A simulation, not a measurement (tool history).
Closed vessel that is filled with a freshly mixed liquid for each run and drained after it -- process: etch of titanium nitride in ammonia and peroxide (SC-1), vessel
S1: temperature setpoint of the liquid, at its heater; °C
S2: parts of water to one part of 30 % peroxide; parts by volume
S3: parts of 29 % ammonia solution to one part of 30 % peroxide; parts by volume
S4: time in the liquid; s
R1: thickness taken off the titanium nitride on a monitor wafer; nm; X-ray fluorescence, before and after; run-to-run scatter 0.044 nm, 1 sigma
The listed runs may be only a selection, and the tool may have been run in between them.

Run 1, hour 0: S1 52 °C, S2 19.5 parts by volume, S3 0.65 parts by volume, S4 285 s. Result: R1 8.1669 nm.
Run 2, hour 6.9: S1 52 °C, S2 19.5 parts by volume, S3 0.55 parts by volume, S4 285 s. Result: R1 7.9717 nm.
Run 3, hour 14.3: S1 51 °C, S2 19.5 parts by volume, S3 0.55 parts by volume, S4 285 s. Result: R1 7.394 nm.
Run 4, hour 21.3: S1 50 °C, S2 19.5 parts by volume, S3 0.55 parts by volume, S4 285 s. Result: R1 6.9875 nm.
Run 5, hour 26: S1 49 °C, S2 19.5 parts by volume, S3 0.55 parts by volume, S4 285 s. Result: R1 6.3973 nm.
Run 6, hour 28.4: S1 49 °C, S2 23.5 parts by volume, S3 0.55 parts by volume, S4 285 s. Result: R1 5.7348 nm.
Run 7, hour 35.6: S1 48.5 °C, S2 23.5 parts by volume, S3 0.55 parts by volume, S4 285 s. Result: R1 5.6834 nm.

Expected results for the next run?
Run 8, hour 42.2: S1 48 °C, S2 23.5 parts by volume, S3 0.55 parts by volume, S4 285 s. Result: R1 ?.

{"run 8": {"R1": 5.4258}}
